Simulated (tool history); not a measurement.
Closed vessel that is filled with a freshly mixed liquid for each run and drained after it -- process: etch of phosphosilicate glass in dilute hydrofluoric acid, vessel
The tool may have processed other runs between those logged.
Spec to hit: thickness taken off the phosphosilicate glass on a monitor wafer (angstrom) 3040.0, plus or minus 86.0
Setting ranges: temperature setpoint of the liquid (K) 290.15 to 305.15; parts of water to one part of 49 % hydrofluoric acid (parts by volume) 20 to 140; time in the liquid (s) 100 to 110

| run | hour | temperature setpoint of the liquid (K) | parts of water to one part of 49 % hydrofluoric acid (parts by volume) | time in the liquid (s) | thickness taken off the phosphosilicate glass on a monitor wafer (angstrom) |
|---|---|---|---|---|---|
| 1 | 0.0 | 297.15 | 75 | 100 | 2549.4 |
| 2 | 4.0 | 297.15 | 100 | 100 | 1888.3 |
| 3 | 7.0 | 298.15 | 100 | 100 | 1902.8 |
| 4 | 15.2 | 297.15 | 100 | 100 | 1879.9 |
| 5 | 16.6 | 298.15 | 95 | 100 | 2065.1 |
| 6 | 23.6 | 298.15 | 95 | 100 | 2031.9 |
| 7 | 25.1 | 299.15 | 90 | 100 | 2246.9 |
| 8 | 29.2 | 300.15 | 90 | 100 | 2357.0 |
| 9 | 35.6 | 300.65 | 90 | 100 | 2415.5 |
| 10 | 44.6 | 301.15 | 90 | 100 | 2431.0 |
| 11 | 51.2 | 301.65 | 90 | 100 | 2471.9 |
| 12 | 56.0 | 302.15 | 90 | 100 | 2529.0 |
| 13 | 56.9 | 302.65 | 90 | 100 | 2589.5 |
| 14 | 65.7 | 303.15 | 90 | 100 | 2671.9 |
| 15 | 72.0 | 303.65 | 90 | 100 | 2719.0 |

Exercise: of the 4 proposed moves below, exactly one satisfies all targets within the stated allowed misses. Which move is it?
| A | 78.3 | 303.15 | 75 | 100 | ? |
| B | 78.3 | 302.65 | 100 | 105 | ? |
| C | 78.3 | 304.15 | 95 | 110 | ? |
| D | 78.3 | 305.15 | 85 | 100 | ? |

| move | thickness taken off the phosphosilicate glass on a monitor wafer (angstrom) |
|---|---|
| A | 3224.5 |
| B | 2403.7 |
| C | 2824.1 |
| D | 3023.2 |
A: the result that was furthest off in the last run now lies on the other side of its target
B: the biggest miss grows against the last run
C: an improvement on the last run, though not all results are within tolerance
D: all results in spec
Correct choice: D, which meets every target

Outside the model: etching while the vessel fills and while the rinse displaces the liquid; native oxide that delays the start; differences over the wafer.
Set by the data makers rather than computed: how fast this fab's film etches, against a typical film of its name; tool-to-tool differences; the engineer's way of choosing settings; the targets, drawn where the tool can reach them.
